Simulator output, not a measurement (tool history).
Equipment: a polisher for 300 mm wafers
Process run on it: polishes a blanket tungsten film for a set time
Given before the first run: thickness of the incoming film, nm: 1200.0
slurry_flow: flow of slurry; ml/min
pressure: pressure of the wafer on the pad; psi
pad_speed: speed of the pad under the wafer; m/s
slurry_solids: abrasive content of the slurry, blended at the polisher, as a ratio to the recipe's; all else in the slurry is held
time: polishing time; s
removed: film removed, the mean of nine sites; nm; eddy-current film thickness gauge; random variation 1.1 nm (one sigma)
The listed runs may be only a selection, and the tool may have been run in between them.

run 1 hour=0 | slurry_flow=315 pressure=2.6 pad_speed=1.26 slurry_solids=1 time=35 | removed=152.24
run 2 hour=0.6 | slurry_flow=315 pressure=2.4 pad_speed=1.26 slurry_solids=1 time=35 | removed=147.78
run 3 hour=4.7 | slurry_flow=315 pressure=2.4 pad_speed=1.26 slurry_solids=1 time=32 | removed=134.89
run 4 hour=12.2 | slurry_flow=315 pressure=2.4 pad_speed=1.1 slurry_solids=1 time=32 | removed=116.88
run 5 hour=13.1 | slurry_flow=365 pressure=2.4 pad_speed=1.1 slurry_solids=1 time=32 | removed=120.17
run 6 hour=16.6 | slurry_flow=365 pressure=2.2 pad_speed=1.1 slurry_solids=1 time=32 | removed=110.22
run 7 hour=20 | slurry_flow=365 pressure=2.1 pad_speed=1.1 slurry_solids=1 time=32 | removed=109.93
run 8 hour=23.5 | slurry_flow=365 pressure=2 pad_speed=1.1 slurry_solids=1 time=32 | removed=105.86
run 9 hour=27.2 | slurry_flow=365 pressure=1.9 pad_speed=1.1 slurry_solids=1 time=32 | removed=100.35

Run 10, settings as shown, results not yet in. Your forecast:
run 10 hour=35.8 | slurry_flow=365 pressure=1.8 pad_speed=1.1 slurry_solids=1 time=32 | removed=?

{"run 10": {"removed": 99.022}}

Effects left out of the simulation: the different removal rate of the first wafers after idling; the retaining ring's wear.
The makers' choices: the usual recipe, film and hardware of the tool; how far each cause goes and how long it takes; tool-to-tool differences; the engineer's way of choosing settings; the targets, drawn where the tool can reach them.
